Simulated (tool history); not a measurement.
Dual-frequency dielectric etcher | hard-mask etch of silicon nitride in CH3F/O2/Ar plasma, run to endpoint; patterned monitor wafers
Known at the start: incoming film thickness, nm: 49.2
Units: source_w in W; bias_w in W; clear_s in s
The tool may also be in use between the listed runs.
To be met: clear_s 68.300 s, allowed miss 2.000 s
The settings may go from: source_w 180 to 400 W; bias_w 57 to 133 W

{"run": 1, "hour": 0.0, "source_w": 290, "bias_w": 95, "clear_s": 78.122}
{"run": 2, "hour": 4.9, "source_w": 290, "bias_w": 107, "clear_s": 74.436}
{"run": 3, "hour": 7.0, "source_w": 290, "bias_w": 95, "clear_s": 77.889}
{"run": 4, "hour": 10.2, "source_w": 290, "bias_w": 84, "clear_s": 84.489}
{"run": 5, "hour": 11.6, "source_w": 290, "bias_w": 68, "clear_s": 90.64}
{"run": 6, "hour": 18.0, "source_w": 240, "bias_w": 68, "clear_s": 95.673}
{"run": 7, "hour": 21.1, "source_w": 280, "bias_w": 82, "clear_s": 83.871}
{"run": 8, "hour": 26.2, "source_w": 340, "bias_w": 97, "clear_s": 73.81}

Which of these 5 next moves meets every target?
{"run": "A", "hour": 31.3, "source_w": 400, "bias_w": 124, "clear_s": "?"}
{"run": "B", "hour": 31.3, "source_w": 370, "bias_w": 130, "clear_s": "?"}
{"run": "C", "hour": 31.3, "source_w": 380, "bias_w": 122, "clear_s": "?"}
{"run": "D", "hour": 31.3, "source_w": 400, "bias_w": 113, "clear_s": "?"}
{"run": "E", "hour": 31.3, "source_w": 400, "bias_w": 100, "clear_s": "?"}

move=A clear_s=62.780
move=B clear_s=63.087
move=C clear_s=64.307
move=D clear_s=65.381
move=E clear_s=68.954
A: takes the result that was furthest off past its target
B: takes the result that was furthest off past its target
C: takes the result that was furthest off past its target
D: takes the result that was furthest off past its target
E: meets every target
Move E is the one to make.

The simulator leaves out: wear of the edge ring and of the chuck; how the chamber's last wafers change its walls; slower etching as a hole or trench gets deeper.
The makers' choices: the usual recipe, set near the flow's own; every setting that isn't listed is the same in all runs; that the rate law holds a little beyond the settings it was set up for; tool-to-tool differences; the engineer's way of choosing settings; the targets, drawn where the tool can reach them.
